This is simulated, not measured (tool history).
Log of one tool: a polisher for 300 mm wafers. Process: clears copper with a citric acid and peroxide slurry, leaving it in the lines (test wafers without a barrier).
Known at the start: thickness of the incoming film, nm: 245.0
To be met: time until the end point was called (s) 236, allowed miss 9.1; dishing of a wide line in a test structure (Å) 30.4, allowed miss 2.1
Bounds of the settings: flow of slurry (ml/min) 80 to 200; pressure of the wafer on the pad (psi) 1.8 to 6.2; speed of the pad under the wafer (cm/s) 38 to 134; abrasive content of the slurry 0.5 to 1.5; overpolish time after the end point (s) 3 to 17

run,hour,flow of slurry (ml/min),pressure of the wafer on the pad (psi),speed of the pad under the wafer (cm/s),abrasive content of the slurry,overpolish time after the end point (s),time until the end point was called (s),dishing of a wide line in a test structure (Å)
1,0,130,4,86,1,9,103.72,94.989
2,7.1,130,4,86,1,6,103.99,79.173
3,12.2,130,3.1,86,1,6,122.16,70.16
4,13.4,120,3.1,86,1,6,123.34,66.108
5,16.5,120,3.1,86,1,3,122.05,41.506
6,20.7,110,2.7,76,1,3,153.99,33.823
7,21.4,100,2.4,72,1,4,174.99,38.534
8,25.9,100,2.2,68,1,4,197.89,35.915
9,30.2,95,1.8,62,1.05,3,232.25,22.551
10,34.8,95,1.8,62,1,3,236.75,23.291
11,43.6,90,1.9,62,0.95,3,236.17,22.794

Which of these 5 next moves meets every target?
A,52.4,85,2.8,56,0.9,5,?,?
B,52.4,80,2.4,56,0.95,5,?,?
C,52.4,80,2.2,56,1.15,4,?,?
D,52.4,85,2,62,0.8,6,?,?
E,52.4,100,2,62,0.9,3,?,?

move,time until the end point was called (s),dishing of a wide line in a test structure (Å)
A,218.61,38.394
B,237.18,35.869
C,233.88,29.982
D,247.82,40.23
E,230.53,23.522
A: takes the result that was furthest off past its target
B: takes the result that was furthest off past its target
C: meets every target
D: takes the result that was furthest off past its target
E: nearer than the last run, and not there yet
The right move is C.
